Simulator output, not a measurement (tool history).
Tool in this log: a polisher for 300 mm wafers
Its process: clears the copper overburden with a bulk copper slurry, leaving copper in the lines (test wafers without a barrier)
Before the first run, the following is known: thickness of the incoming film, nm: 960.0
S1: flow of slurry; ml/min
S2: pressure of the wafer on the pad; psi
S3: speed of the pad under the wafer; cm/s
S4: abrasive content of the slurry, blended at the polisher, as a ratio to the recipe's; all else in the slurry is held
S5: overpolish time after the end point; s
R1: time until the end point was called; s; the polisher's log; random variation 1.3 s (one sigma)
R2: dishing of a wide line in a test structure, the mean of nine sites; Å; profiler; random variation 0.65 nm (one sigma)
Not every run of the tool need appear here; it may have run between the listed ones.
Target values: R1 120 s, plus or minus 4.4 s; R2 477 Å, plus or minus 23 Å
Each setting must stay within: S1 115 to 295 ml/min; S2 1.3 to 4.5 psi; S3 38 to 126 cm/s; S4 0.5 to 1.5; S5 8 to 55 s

Run 1, hour 0: S1 190 ml/min, S2 2.9 psi, S3 82 cm/s, S4 1, S5 28 s. Result: R1 105.23 s, R2 584.24 Å.
Run 2, hour 5.5: S1 190 ml/min, S2 2.8 psi, S3 84 cm/s, S4 1, S5 25 s. Result: R1 106.43 s, R2 567.37 Å.
Run 3, hour 11.6: S1 190 ml/min, S2 2.7 psi, S3 86 cm/s, S4 1, S5 22 s. Result: R1 111.58 s, R2 539.34 Å.
Run 4, hour 19.9: S1 190 ml/min, S2 2.7 psi, S3 86 cm/s, S4 1, S5 32 s. Result: R1 107.55 s, R2 590.82 Å.
Run 5, hour 24.2: S1 190 ml/min, S2 2.7 psi, S3 70 cm/s, S4 1, S5 32 s. Result: R1 127.71 s, R2 566.97 Å.
Run 6, hour 26.6: S1 190 ml/min, S2 2.7 psi, S3 90 cm/s, S4 1, S5 32 s. Result: R1 104.9 s, R2 591.57 Å.
Run 7, hour 31.8: S1 190 ml/min, S2 2.6 psi, S3 90 cm/s, S4 1, S5 29 s. Result: R1 109.18 s, R2 572.97 Å.
Run 8, hour 36.6: S1 190 ml/min, S2 2.6 psi, S3 90 cm/s, S4 1, S5 26 s. Result: R1 111.36 s, R2 563.84 Å.
Run 9, hour 37.9: S1 195 ml/min, S2 2.6 psi, S3 90 cm/s, S4 1, S5 23 s. Result: R1 109.6 s, R2 538.82 Å.
Run 10, hour 44.1: S1 195 ml/min, S2 2.6 psi, S3 90 cm/s, S4 1, S5 22 s. Result: R1 109.7 s, R2 543.69 Å.
Run 11, hour 52.7: S1 190 ml/min, S2 2 psi, S3 100 cm/s, S4 1, S5 8 s. Result: R1 132.22 s, R2 302.57 Å.
Run 12, hour 60.8: S1 195 ml/min, S2 2.1 psi, S3 98 cm/s, S4 1, S5 10 s. Result: R1 123.81 s, R2 349.07 Å.
Run 13, hour 63.7: S1 205 ml/min, S2 2.1 psi, S3 96 cm/s, S4 1, S5 12 s. Result: R1 127.57 s, R2 382.08 Å.
Run 14, hour 71.1: S1 210 ml/min, S2 2.1 psi, S3 96 cm/s, S4 1, S5 12 s. Result: R1 126.38 s, R2 396.16 Å.
Run 15, hour 77.1: S1 215 ml/min, S2 2.1 psi, S3 96 cm/s, S4 1, S5 12 s. Result: R1 127.44 s, R2 393.06 Å.
Run 16, hour 78.1: S1 220 ml/min, S2 2.1 psi, S3 96 cm/s, S4 1, S5 12 s. Result: R1 126.92 s, R2 392.49 Å.
Run 17, hour 86.4: S1 230 ml/min, S2 2.1 psi, S3 96 cm/s, S4 1, S5 12 s. Result: R1 126.35 s, R2 401.97 Å.
Run 18, hour 93.1: S1 235 ml/min, S2 2.1 psi, S3 96 cm/s, S4 1, S5 12 s. Result: R1 124.31 s, R2 399.65 Å.
Run 19, hour 93.8: S1 240 ml/min, S2 2.1 psi, S3 96 cm/s, S4 1, S5 13 s. Result: R1 125.52 s, R2 422.76 Å.
Run 20, hour 97.1: S1 240 ml/min, S2 2.1 psi, S3 96 cm/s, S4 1, S5 13 s. Result: R1 125.6 s, R2 415.19 Å.
Run 21, hour 104.2: S1 245 ml/min, S2 2.3 psi, S3 94 cm/s, S4 1, S5 27 s. Result: R1 114.56 s, R2 554.96 Å.
Run 22, hour 107: S1 230 ml/min, S2 2.1 psi, S3 96 cm/s, S4 1, S5 18 s. Result: R1 124.49 s, R2 476.96 Å.

Which single option among these 5 for the next run brings every result within its allowed miss of target? Just one does.
Run A, hour 109.8: S1 250 ml/min, S2 2 psi, S3 88 cm/s, S4 0.95, S5 21 s. Result: R1 ?, R2 ?.
Run B, hour 109.8: S1 230 ml/min, S2 2.1 psi, S3 92 cm/s, S4 0.9, S5 22 s. Result: R1 ?, R2 ?.
Run C, hour 109.8: S1 240 ml/min, S2 1.7 psi, S3 108 cm/s, S4 1.15, S5 27 s. Result: R1 ?, R2 ?.
Run D, hour 109.8: S1 200 ml/min, S2 2.4 psi, S3 76 cm/s, S4 1.1, S5 20 s. Result: R1 ?, R2 ?.
Run E, hour 109.8: S1 245 ml/min, S2 2.2 psi, S3 98 cm/s, S4 0.85, S5 17 s. Result: R1 ?, R2 ?.

move      R1      R2
   A  142.41  475.37
   B  134.11  495.79
   C  136.03  497.72
   D  132.51  493.83
   E   122.8  472.38
A: the biggest miss grows against the last run
B: the biggest miss grows against the last run
C: the biggest miss grows against the last run
D: the biggest miss grows against the last run
E: hits every target within its allowed miss
The move that meets every target is E.

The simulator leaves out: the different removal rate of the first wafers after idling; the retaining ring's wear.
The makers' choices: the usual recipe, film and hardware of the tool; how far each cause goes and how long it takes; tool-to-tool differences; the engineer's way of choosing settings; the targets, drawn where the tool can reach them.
